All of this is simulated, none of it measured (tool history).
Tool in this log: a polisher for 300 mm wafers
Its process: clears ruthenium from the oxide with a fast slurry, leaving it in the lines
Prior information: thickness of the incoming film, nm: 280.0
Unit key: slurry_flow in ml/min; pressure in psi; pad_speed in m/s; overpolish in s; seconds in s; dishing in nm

run	hour	slurry_flow	pressure	pad_speed	slurry_solids	overpolish	seconds	dishing
1	0	225	3.4	1.24	1	15	56.899	64.852
2	1.9	225	3.4	1.24	1	19	56.71	78.102
3	8.4	185	3.4	1.24	1	19	57.667	77.587
4	15.4	185	3.5	1.24	1	19	55.34	78.914
5	19.3	185	3.6	1.24	1	19	54.52	77.899
6	26.1	140	3.6	1.24	1	19	57.182	77.573
7	30.2	150	3.6	1.24	1	19	55.201	78.715
8	34.1	150	3.7	1.24	1	19	55.668	81.03
9	42.5	160	3.8	1.24	1	19	52.844	83.357
10	45.6	165	3.8	1.24	1	19	51.499	81.916

Predict the results of run 11:
11	49.2	170	3.8	1.24	1	19	?	?

Run 11 gave seconds 51.118 s, dishing 84.182 nm.
